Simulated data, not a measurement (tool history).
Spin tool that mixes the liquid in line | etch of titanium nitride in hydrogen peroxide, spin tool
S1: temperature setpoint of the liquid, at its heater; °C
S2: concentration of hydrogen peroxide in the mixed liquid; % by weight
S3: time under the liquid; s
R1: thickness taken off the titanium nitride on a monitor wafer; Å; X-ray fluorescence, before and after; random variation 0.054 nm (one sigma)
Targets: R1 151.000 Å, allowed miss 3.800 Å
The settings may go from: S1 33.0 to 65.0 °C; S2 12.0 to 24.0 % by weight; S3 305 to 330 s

run    day    S1    S2   S3       R1
  1  0.000  49.0  16.0  305   90.068
  2  0.292  53.5  16.0  305  124.080
  3  0.458  53.5  13.5  305  120.070
  4  0.746  53.5  16.5  305  124.300
  5  1.121  54.5  16.5  305  134.700
  6  1.367  54.5  18.0  305  137.560
  7  1.738  55.0  18.0  305  142.900
  8  2.046  55.5  18.0  305  146.740

Which of these 5 next moves meets every target?
  A  2.354  55.0  16.0  305   ?
  B  2.354  55.5  14.5  310   ?
  C  2.354  55.0  18.5  305   ?
  D  2.354  54.5  22.5  305   ?
  E  2.354  56.0  17.5  305   ?

move       R1
   A  138.890
   B  143.190
   C  143.240
   D  144.230
   E  151.790
A: further off than the last run
B: further off than the last run
C: further off than the last run
D: further off than the last run
E: meets every target
Answer: E
